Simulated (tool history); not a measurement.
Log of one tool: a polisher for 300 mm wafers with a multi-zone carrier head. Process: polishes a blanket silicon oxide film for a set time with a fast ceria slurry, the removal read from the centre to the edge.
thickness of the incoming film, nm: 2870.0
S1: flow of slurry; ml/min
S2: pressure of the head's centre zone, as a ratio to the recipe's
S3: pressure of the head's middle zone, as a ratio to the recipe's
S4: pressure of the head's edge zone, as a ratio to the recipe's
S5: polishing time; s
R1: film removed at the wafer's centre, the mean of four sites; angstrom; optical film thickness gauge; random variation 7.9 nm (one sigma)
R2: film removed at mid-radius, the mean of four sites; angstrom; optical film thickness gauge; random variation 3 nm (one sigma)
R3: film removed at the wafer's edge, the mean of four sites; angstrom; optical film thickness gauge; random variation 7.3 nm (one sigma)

run,hour,S1,S2,S3,S4,S5,R1,R2,R3
1,0,245,1,1,1,46,6077,6045.1,5834.4
2,8.6,230,1.03,0.94,1.05,43,5701.3,5293.8,5501.3
3,17.4,230,0.97,0.94,1.05,43,5571.9,5315.7,5534.8
4,18.4,230,1.03,0.94,1.05,43,5770.4,5314.6,5698.5
# hour 20.6: edge zone pressure recalibrated
5,20.6,230,1.09,0.94,1.05,43,6134.7,5373.3,5707.9
6,22.4,230,1.09,0.94,0.98,43,6169.7,5258.5,5770.7
7,30.3,235,1.1,0.91,0.97,40,5755.1,4782.5,5370.6
8,39.1,235,1.11,0.88,0.96,39,5582.8,4553.6,5050.8
9,45.9,205,1.13,0.86,1,39,5729.2,4326.2,5240.7

The next listed run, before its measurement:
10,50.5,195,1.12,0.85,1,39,?,?,?

Run 10 gave R1 5454.1 angstrom, R2 4346 angstrom, R3 4948.8 angstrom.

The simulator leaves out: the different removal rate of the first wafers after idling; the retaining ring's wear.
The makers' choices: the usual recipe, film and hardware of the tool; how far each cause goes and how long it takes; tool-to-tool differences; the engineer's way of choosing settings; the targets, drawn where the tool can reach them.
